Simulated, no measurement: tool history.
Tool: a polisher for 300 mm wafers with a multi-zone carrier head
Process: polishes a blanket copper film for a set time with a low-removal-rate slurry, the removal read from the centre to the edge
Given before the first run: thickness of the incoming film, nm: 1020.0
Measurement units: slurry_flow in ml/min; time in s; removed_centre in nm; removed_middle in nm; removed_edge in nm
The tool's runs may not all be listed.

run	day	slurry_flow	centre_zone	middle_zone	edge_zone	slurry_solids	time	removed_centre	removed_middle	removed_edge
1	0.000	255	1.00	1.00	1.00	1.00	86	174.18	182.16	173.67
2	0.367	255	1.00	1.00	1.00	0.95	86	170.50	173.00	173.52
3	0.529	255	1.00	1.01	0.97	0.90	80	154.24	158.10	153.93
4	0.604	255	1.00	1.07	0.97	0.90	80	155.96	166.43	154.51
5	0.683	255	1.00	1.07	0.97	0.90	69	133.05	143.14	131.33
6	0.854	255	1.00	0.99	0.97	0.90	69	133.90	134.80	130.95
7	0.929	250	0.99	0.97	0.94	0.85	69	127.23	131.33	129.35
8	0.950	250	1.00	0.97	0.93	0.80	68	126.23	126.34	123.22
9	1.083	245	1.00	0.95	0.91	0.75	68	122.90	120.46	120.63
10	1.229	240	1.00	0.94	0.89	0.70	68	118.19	119.12	116.77
11	1.408	235	1.00	0.92	0.88	0.70	68	118.24	115.76	113.74
12	1.475	225	1.00	0.91	0.88	0.70	68	119.16	113.96	113.92
13	1.558	220	0.99	0.90	0.87	0.70	68	114.16	110.77	112.65

The next listed run, before its measurement:
14	1.712	215	0.99	0.90	0.86	0.70	68	?	?	?

removed_centre: 116.19 nm
removed_middle: 110.60 nm
removed_edge: 112.07 nm

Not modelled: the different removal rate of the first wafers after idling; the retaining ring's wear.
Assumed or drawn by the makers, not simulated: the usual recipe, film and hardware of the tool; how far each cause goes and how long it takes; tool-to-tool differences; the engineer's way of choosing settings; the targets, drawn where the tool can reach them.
